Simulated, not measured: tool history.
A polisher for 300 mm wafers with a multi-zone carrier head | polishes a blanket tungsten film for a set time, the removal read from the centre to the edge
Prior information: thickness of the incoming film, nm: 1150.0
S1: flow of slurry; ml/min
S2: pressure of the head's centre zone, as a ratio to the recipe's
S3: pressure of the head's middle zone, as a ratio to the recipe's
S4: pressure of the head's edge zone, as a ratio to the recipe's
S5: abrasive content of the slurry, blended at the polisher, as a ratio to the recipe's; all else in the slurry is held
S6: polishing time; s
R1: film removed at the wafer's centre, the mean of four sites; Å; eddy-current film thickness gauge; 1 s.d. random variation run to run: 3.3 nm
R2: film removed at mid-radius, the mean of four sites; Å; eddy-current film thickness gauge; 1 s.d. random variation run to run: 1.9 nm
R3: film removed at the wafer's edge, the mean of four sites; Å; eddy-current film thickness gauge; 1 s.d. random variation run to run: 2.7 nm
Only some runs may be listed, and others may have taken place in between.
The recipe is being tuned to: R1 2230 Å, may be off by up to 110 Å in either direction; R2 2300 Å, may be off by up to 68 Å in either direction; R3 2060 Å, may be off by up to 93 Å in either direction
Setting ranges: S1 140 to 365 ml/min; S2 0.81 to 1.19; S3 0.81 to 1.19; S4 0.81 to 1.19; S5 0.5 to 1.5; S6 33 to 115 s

run 1 day=0 | S1=235 S2=1 S3=1 S4=1 S5=1 S6=73 | R1=3422.1 R2=3517.5 R3=3445.7
run 2 day=0.092 | S1=260 S2=1 S3=1 S4=1 S5=1 S6=73 | R1=3537.1 R2=3455.8 R3=3509.5
run 3 day=0.417 | S1=235 S2=1.01 S3=0.99 S4=0.95 S5=0.85 S6=66 | R1=2948.4 R2=3003 R3=2937.8
run 4 day=0.792 | S1=235 S2=1.07 S3=0.99 S4=0.95 S5=0.85 S6=66 | R1=3136.6 R2=3011.7 R3=2934.9
run 5 day=0.912 | S1=220 S2=1.07 S3=0.99 S4=0.91 S5=0.75 S6=62 | R1=2867.9 R2=2712.7 R3=2586.3
run 6 day=1.179 | S1=210 S2=1.04 S3=0.99 S4=0.88 S5=0.65 S6=60 | R1=2588.2 R2=2475.5 R3=2351.7
run 7 day=1.508 | S1=200 S2=1.02 S3=1 S4=0.86 S5=0.6 S6=60 | R1=2363.4 R2=2433.1 R3=2308.6
run 8 day=1.567 | S1=200 S2=1.03 S3=1.01 S4=0.84 S5=0.55 S6=59 | R1=2305.9 R2=2392.5 R3=2155.5
run 9 day=1.804 | S1=195 S2=1.03 S3=1.01 S4=0.83 S5=0.55 S6=59 | R1=2338.7 R2=2369 R3=2103.9
run 10 day=2.158 | S1=190 S2=1.02 S3=1.01 S4=0.83 S5=0.55 S6=59 | R1=2310.4 R2=2400.2 R3=2102.6

Next run, 5 choices. One meets every target within its allowed miss, the rest don't. Which?
run A day=2.512 | S1=180 S2=0.96 S3=1.07 S4=0.82 S5=0.55 S6=59 | R1=? R2=? R3=?
run B day=2.512 | S1=210 S2=1.1 S3=1.13 S4=0.9 S5=0.5 S6=56 | R1=? R2=? R3=?
run C day=2.512 | S1=260 S2=1.01 S3=0.94 S4=0.94 S5=0.5 S6=59 | R1=? R2=? R3=?
run D day=2.512 | S1=175 S2=1.02 S3=1.03 S4=0.83 S5=0.6 S6=55 | R1=? R2=? R3=?
run E day=2.512 | S1=240 S2=0.89 S3=1.02 S4=0.92 S5=0.5 S6=60 | R1=? R2=? R3=?

move=A R1=2250.9 R2=2464.5 R3=2101.6
move=B R1=2389.2 R2=2432.2 R3=2054
move=C R1=2395.7 R2=2242.5 R3=2251.2
move=D R1=2250.6 R2=2267 R3=2011
move=E R1=2171.7 R2=2424.6 R3=2250.5
A: moves away from the targets compared with the last run
B: moves away from the targets compared with the last run
C: brings the last run's worst result on target, with another outside its allowed miss
D: all results in spec
E: moves away from the targets compared with the last run
The right move is D.
